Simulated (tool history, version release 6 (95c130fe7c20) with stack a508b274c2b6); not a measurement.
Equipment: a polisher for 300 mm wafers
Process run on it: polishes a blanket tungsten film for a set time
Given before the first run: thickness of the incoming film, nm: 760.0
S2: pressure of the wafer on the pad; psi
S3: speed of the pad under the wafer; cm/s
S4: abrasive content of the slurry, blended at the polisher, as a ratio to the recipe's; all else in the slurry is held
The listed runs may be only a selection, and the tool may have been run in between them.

Run 1, day 0.000: flow of slurry (ml/min) 155, S2 4.8 psi, S3 112 cm/s, S4 1.0, polishing time (s) 43. Result: film removed (angstrom) 3325.0.
Run 2, day 0.058: flow of slurry (ml/min) 125, S2 4.8 psi, S3 112 cm/s, S4 1.0, polishing time (s) 43. Result: film removed (angstrom) 3182.0.
Run 3, day 0.212: flow of slurry (ml/min) 120, S2 4.2 psi, S3 110 cm/s, S4 1.0, polishing time (s) 43. Result: film removed (angstrom) 2879.1.
Run 4, day 0.462: flow of slurry (ml/min) 120, S2 3.8 psi, S3 104 cm/s, S4 1.0, polishing time (s) 43. Result: film removed (angstrom) 2584.3.
Run 5, day 0.808: flow of slurry (ml/min) 145, S2 3.8 psi, S3 104 cm/s, S4 1.0, polishing time (s) 43. Result: film removed (angstrom) 2649.7.
Run 6, day 0.900: flow of slurry (ml/min) 185, S2 3.8 psi, S3 104 cm/s, S4 1.0, polishing time (s) 43. Result: film removed (angstrom) 2748.6.
Run 7, day 1.146: flow of slurry (ml/min) 180, S2 3.4 psi, S3 98 cm/s, S4 1.0, polishing time (s) 43. Result: film removed (angstrom) 2487.5.
Run 8, day 1.412: flow of slurry (ml/min) 170, S2 3.1 psi, S3 92 cm/s, S4 1.0, polishing time (s) 43. Result: film removed (angstrom) 2193.3.
Run 9, day 1.758: flow of slurry (ml/min) 165, S2 2.9 psi, S3 90 cm/s, S4 1.0, polishing time (s) 43. Result: film removed (angstrom) 2074.5.

Run 10 is up next; what results do you expect?
Run 10, day 1.792: flow of slurry (ml/min) 160, S2 2.7 psi, S3 88 cm/s, S4 1.0, polishing time (s) 43. Result: film removed (angstrom) ?.

Logged for run 10: film removed (angstrom) 1928.7.

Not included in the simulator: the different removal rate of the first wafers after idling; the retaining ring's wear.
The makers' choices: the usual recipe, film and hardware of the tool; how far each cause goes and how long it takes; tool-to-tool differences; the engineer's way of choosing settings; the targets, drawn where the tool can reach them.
